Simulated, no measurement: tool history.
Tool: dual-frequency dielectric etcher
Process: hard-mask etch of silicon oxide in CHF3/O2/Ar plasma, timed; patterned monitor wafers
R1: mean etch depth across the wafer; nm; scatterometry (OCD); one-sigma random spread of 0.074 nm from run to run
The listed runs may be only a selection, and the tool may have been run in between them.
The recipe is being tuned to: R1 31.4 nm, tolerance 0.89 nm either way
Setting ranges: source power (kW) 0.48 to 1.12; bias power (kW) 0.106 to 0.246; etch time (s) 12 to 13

Run 1, hour 0: source power (kW) 0.8, bias power (kW) 0.176, etch time (s) 13. Result: R1 27.709 nm.
Run 2, hour 6.1: source power (kW) 0.8, bias power (kW) 0.176, etch time (s) 12. Result: R1 25.704 nm.
Run 3, hour 7.3: source power (kW) 0.8, bias power (kW) 0.176, etch time (s) 12. Result: R1 25.653 nm.
Run 4, hour 8.1: source power (kW) 0.8, bias power (kW) 0.176, etch time (s) 13. Result: R1 27.957 nm.
Run 5, hour 14.5: source power (kW) 0.8, bias power (kW) 0.145, etch time (s) 13. Result: R1 25.216 nm.
Run 6, hour 16.1: source power (kW) 0.9, bias power (kW) 0.145, etch time (s) 13. Result: R1 26.456 nm.
Run 7, hour 22.5: source power (kW) 0.93, bias power (kW) 0.151, etch time (s) 13. Result: R1 27.289 nm.
Run 8, hour 26.2: source power (kW) 0.93, bias power (kW) 0.151, etch time (s) 13. Result: R1 27.278 nm.
Run 9, hour 34.9: source power (kW) 0.96, bias power (kW) 0.156, etch time (s) 13. Result: R1 28.034 nm.
Run 10, hour 35.7: source power (kW) 0.98, bias power (kW) 0.16, etch time (s) 13. Result: R1 28.694 nm.

5 next moves are on the table. One of them brings every result within its allowed miss. Which?
Run A, hour 36.5: source power (kW) 1.03, bias power (kW) 0.151, etch time (s) 12.5. Result: R1 ?.
Run B, hour 36.5: source power (kW) 0.96, bias power (kW) 0.193, etch time (s) 13. Result: R1 ?.
Run C, hour 36.5: source power (kW) 1.01, bias power (kW) 0.16, etch time (s) 12. Result: R1 ?.
Run D, hour 36.5: source power (kW) 1.05, bias power (kW) 0.134, etch time (s) 13. Result: R1 ?.
Run E, hour 36.5: source power (kW) 0.98, bias power (kW) 0.132, etch time (s) 12.5. Result: R1 ?.

move      R1
   A  27.258
   B  31.041
   C  26.712
   D  26.934
   E  25.049
A: moves away from the targets compared with the last run
B: each result inside its tolerance
C: moves away from the targets compared with the last run
D: moves away from the targets compared with the last run
E: moves away from the targets compared with the last run
Go with B: it meets all targets.
